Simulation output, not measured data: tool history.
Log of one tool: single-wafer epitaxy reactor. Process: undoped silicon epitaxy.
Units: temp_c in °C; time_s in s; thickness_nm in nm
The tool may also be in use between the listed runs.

run  hour  temp_c  time_s  thickness_nm
  1   0.0     625     540        49.426
  2   1.6     629     542        55.035
  3   2.7     639     542        70.430
  4   8.4     640     542        72.074
  5  13.7     640     482        64.570
  6  18.4     633     482        53.877

Forecast run 7:
  7  20.4     636     489             ?

thickness_nm: 59.171 nm
